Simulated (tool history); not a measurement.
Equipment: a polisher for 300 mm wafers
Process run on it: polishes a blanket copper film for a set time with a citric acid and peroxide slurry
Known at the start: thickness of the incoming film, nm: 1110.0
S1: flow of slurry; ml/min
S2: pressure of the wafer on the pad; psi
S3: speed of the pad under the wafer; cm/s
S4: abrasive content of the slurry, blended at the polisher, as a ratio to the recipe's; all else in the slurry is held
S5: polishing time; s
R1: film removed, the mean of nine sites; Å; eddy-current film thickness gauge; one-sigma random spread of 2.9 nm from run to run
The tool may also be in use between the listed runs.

run 1 hour=0 | S1=145 S2=4.1 S3=86 S4=1 S5=85 | R1=1839.6
run 2 hour=4.3 | S1=155 S2=4.7 S3=86 S4=1 S5=85 | R1=2152
run 3 hour=12.7 | S1=160 S2=5.1 S3=86 S4=1 S5=85 | R1=2290.8
run 4 hour=14.9 | S1=160 S2=5.1 S3=74 S4=1 S5=85 | R1=2038
run 5 hour=23.7 | S1=160 S2=5.1 S3=60 S4=1 S5=85 | R1=1804.4
run 6 hour=30.2 | S1=165 S2=5.5 S3=68 S4=1 S5=85 | R1=2106.7
run 7 hour=37 | S1=165 S2=5.8 S3=74 S4=1 S5=85 | R1=2378.4

Expected results for the next run?
-- hour=43.3 head pressure recalibrated
run 8 hour=43.3 | S1=170 S2=6 S3=78 S4=1 S5=85 | R1=?

R1: 2777.6 Å
